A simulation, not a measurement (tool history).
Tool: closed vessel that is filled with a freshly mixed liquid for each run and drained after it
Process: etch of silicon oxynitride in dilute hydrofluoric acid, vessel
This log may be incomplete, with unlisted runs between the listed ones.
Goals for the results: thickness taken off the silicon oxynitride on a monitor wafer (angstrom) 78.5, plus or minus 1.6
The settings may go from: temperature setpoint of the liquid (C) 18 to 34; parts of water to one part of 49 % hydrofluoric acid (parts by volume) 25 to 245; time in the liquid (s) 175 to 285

run	hour	temperature setpoint of the liquid (C)	parts of water to one part of 49 % hydrofluoric acid (parts by volume)	time in the liquid (s)	thickness taken off the silicon oxynitride on a monitor wafer (angstrom)
1	0	26	135	285	126.48
2	5	26	95	285	183.98
3	10.5	23.5	115	285	133.51
4	18.9	23.5	115	285	133.31
5	25	21.5	125	285	110.31
6	27	20.5	130	285	100.64
7	33.9	19.5	135	285	91.997
8	35.8	19	140	285	87.101
9	40.1	18.5	140	285	84.465
# hour 45.5: hydrofluoric acid flow meter replaced
10	45.5	18	145	285	71.231
11	53.7	18.5	145	285	73.037
12	56.8	18.5	145	285	71.753

Of the 4 settings listed for the next run, only one would bring every result within its allowed miss of target. Which one?
A	59.9	24	160	265	?
B	59.9	22.5	165	275	?
C	59.9	22	140	260	?
D	59.9	19	130	280	?

move	thickness taken off the silicon oxynitride on a monitor wafer (angstrom)
A	78.307
B	73.281
C	81.272
D	82.25
A: meets every target
B: nearer the targets than the last run, but a result is still out of spec
C: pushes the last run's worst result past its target
D: pushes the last run's worst result past its target
A is the move that brings every result within its allowed miss.
